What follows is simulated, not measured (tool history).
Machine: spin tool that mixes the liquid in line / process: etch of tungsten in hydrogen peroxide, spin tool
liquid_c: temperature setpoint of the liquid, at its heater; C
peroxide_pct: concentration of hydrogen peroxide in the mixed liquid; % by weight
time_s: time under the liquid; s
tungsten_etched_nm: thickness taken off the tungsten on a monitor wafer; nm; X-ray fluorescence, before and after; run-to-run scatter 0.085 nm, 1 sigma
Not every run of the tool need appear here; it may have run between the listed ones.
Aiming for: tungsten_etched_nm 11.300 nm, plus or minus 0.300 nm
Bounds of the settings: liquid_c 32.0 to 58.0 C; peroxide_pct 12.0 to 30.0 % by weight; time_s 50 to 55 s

run  hour  liquid_c  peroxide_pct  time_s  tungsten_etched_nm
  1   0.0      42.0          21.0      50              24.275
  2   4.8      39.0          19.5      50              18.962
  3   7.9      39.0          19.5      50              19.276
  4  12.3      39.0          21.0      50              19.689
  5  20.0      37.0          20.0      50              16.935
  6  28.7      35.5          19.0      50              14.909
  7  33.4      34.5          18.5      50              13.822
  8  34.5      33.5          18.0      50              12.822

5 candidate next runs follow, results not yet known. Just one meets every target within its allowed miss. Identify it.
  A  35.6      36.0          16.5      50                   ?
  B  35.6      33.0          15.5      50                   ?
  C  35.6      32.5          18.5      50                   ?
  D  35.6      32.5          20.0      55                   ?
  E  35.6      35.5          16.5      50                   ?

move  tungsten_etched_nm
   A              14.554
   B              11.522
   C              12.166
   D              13.915
   E              14.075
A: the biggest miss grows against the last run
B: every result within its allowed miss
C: moves toward the targets from the last run without getting all of them in spec
D: the biggest miss grows against the last run
E: the biggest miss grows against the last run
The move that meets every target is B.

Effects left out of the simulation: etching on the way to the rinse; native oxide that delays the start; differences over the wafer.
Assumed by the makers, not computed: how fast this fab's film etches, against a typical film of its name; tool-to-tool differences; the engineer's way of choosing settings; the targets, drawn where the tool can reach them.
